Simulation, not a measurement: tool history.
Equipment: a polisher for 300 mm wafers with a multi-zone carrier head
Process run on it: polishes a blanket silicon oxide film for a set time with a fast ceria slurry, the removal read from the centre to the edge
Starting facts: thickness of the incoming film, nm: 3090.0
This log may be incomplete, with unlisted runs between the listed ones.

run  hour  flow of slurry (ml/min)  pressure of the head's centre zone  pressure of the head's middle zone  pressure of the head's edge zone  polishing time (s)  film removed at the wafer's centre (nm)  film removed at mid-radius (nm)  film removed at the wafer's edge (nm)
  1     0                      230                                   1                                   1                                 1                  32                                    606.2                           608.39                                 605.15
  2     4                      230                                   1                                   1                                 1                  26                                   489.14                           503.71                                 492.47
  3  10.3                      240                                1.01                                1.02                              0.99                  26                                   489.04                           509.35                                 497.37
  4  18.9                      235                                1.03                                1.05                              0.97                  26                                   508.43                           518.25                                 489.31
  5    27                      240                                1.03                                1.07                              0.97                  26                                   506.86                           518.72                                 494.11
  6  32.5                      240                                1.03                                1.09                              0.94                  26                                   512.02                           527.82                                 471.46

What does the tool deliver on the next run?
  7  33.1                      245                                1.03                                1.11                              0.94                  26                                        ?                                ?                                      ?

For run 7 the tool returned film removed at the wafer's centre (nm) 517.18, film removed at mid-radius (nm) 545.85, film removed at the wafer's edge (nm) 480.46.
